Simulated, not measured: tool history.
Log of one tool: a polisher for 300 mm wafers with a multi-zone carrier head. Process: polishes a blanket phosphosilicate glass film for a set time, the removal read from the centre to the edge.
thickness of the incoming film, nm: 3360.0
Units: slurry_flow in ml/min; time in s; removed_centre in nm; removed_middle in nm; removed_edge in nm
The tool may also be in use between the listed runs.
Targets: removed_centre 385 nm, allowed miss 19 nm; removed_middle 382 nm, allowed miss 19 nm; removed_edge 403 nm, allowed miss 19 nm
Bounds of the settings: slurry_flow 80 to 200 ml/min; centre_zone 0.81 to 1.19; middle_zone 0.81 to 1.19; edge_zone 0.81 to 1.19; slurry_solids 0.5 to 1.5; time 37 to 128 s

run    day  slurry_flow  centre_zone  middle_zone  edge_zone  slurry_solids  time  removed_centre  removed_middle  removed_edge
  1      0          130            1            1          1              1    82          607.58          624.43        644.88
  2   0.15          125         0.99         0.98       0.97           0.85    77          501.69          519.23        539.36
  3  0.208          125         0.99         1.03       0.97           0.85    77             523          535.27        536.25
  4  0.467          125         0.99         1.03       0.97            0.7    77          475.56           493.7        483.76
  5  0.817          150         0.99         1.03       0.97            0.7    77          486.95          510.81        493.73
  6  1.121          135         0.99         1.03       0.97            0.7    77          480.54          506.29        483.78
  7  1.442          130         0.99         0.98       0.96           0.65    76          456.03          435.72        462.55
  8  1.817          125         0.97         0.98       0.93            0.6    76          408.28          419.89        436.47
  9  2.171          120         0.98         0.97       0.91            0.6    76          412.31          407.07        420.92

5 next moves are on the table. One of them brings every result within its allowed miss. Which?
  A  2.525          130         0.93         0.87       0.97            0.8    65               ?               ?             ?
  B  2.525          125         0.94          0.9       1.06            0.8    63               ?               ?             ?
  C  2.525          125         1.05            1       0.89            0.5    83               ?               ?             ?
  D  2.525          135         0.95         1.02        0.9           0.55    82               ?               ?             ?
  E  2.525          135         0.97         0.93       0.96            0.6    70               ?               ?             ?

move  removed_centre  removed_middle  removed_edge
   A          401.73          381.68        455.65
   B          389.95          376.23        458.23
   C          432.38          403.96         417.4
   D          419.03          438.95        446.46
   E          385.82          368.82        415.51
A: brings the result that was furthest off to its target, and leaves another outside
B: brings the result that was furthest off to its target, and leaves another outside
C: further off than the last run
D: further off than the last run
E: meets every target
Move E is the one to make.
